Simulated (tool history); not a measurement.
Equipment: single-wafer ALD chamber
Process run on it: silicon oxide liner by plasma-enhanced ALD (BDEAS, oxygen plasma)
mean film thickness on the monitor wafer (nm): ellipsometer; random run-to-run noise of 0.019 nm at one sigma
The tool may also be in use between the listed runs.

run  hour  heater temperature setpoint (deg C)  number of ALD cycles (cycles)  mean film thickness on the monitor wafer (nm)
  1     0                                  315                             33                                         2.8929
  2   0.8                                  319                             33                                         2.8301
  3   6.5                                  316                             34                                         2.9451
  4  15.5                                  326                             34                                         2.9052
  5  24.1                                  326                             30                                         2.5932
  6  32.4                                  326                             28                                         2.4141
  7  37.6                                  325                             30                                         2.5774
  8  45.9                                  324                             32                                         2.7613

Estimate the outcome of run 9 from the log above:
     52.8  -- thermocouple changed; heater temperature recalibrated
  9  52.8                                  324                             33                                              ?

mean film thickness on the monitor wafer (nm): 2.8966

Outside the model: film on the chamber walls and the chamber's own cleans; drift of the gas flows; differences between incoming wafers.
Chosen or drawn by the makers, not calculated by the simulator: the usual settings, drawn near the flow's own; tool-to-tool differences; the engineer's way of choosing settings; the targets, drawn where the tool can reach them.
